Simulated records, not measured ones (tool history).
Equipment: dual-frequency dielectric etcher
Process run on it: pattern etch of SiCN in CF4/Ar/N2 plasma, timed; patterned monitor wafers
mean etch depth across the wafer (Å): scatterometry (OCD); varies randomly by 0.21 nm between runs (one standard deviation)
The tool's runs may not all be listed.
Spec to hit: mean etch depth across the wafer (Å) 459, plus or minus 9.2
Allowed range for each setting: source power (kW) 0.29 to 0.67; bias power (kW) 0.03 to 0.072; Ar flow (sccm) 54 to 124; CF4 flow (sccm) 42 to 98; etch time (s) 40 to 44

run	hour	source power (kW)	bias power (kW)	Ar flow (sccm)	CF4 flow (sccm)	etch time (s)	mean etch depth across the wafer (Å)
1	0	0.48	0.051	89	70	44	383.45
2	2.7	0.48	0.051	79	70	44	390.09
3	8.3	0.42	0.051	79	70	44	350.93
4	13.4	0.42	0.051	73	70	44	353.16
5	21.3	0.44	0.051	73	70	44	368.47
6	25.5	0.46	0.051	73	70	44	380.8
7	29.7	0.47	0.051	73	70	44	388.25
8	36	0.48	0.051	73	70	44	390.9
9	38.9	0.49	0.051	73	70	44	402.79
10	40.8	0.49	0.051	73	70	44	398.52
11	44.5	0.5	0.051	73	70	44	404.64
12	47.9	0.51	0.051	73	70	44	406.65
13	49.3	0.52	0.051	73	70	44	420.01
14	52.5	0.53	0.051	73	70	44	428.83
15	53.2	0.54	0.051	73	70	44	431.74
16	56.6	0.55	0.051	73	70	44	435.18
17	64.1	0.57	0.051	73	70	44	449.25

Which of these 5 next moves meets every target?
A	71.6	0.56	0.047	62	73	44	?
B	71.6	0.64	0.042	55	54	41.5	?
C	71.6	0.59	0.06	63	61	44	?
D	71.6	0.6	0.05	74	60	42	?
E	71.6	0.65	0.057	93	68	40.5	?

move	mean etch depth across the wafer (Å)
A	443.97
B	430.69
C	479.05
D	432.33
E	462.33
A: the biggest miss grows against the last run
B: the biggest miss grows against the last run
C: moves the result that the last run missed by most past its target, out the other side
D: the biggest miss grows against the last run
E: each result inside its tolerance
Go with E: it meets all targets.

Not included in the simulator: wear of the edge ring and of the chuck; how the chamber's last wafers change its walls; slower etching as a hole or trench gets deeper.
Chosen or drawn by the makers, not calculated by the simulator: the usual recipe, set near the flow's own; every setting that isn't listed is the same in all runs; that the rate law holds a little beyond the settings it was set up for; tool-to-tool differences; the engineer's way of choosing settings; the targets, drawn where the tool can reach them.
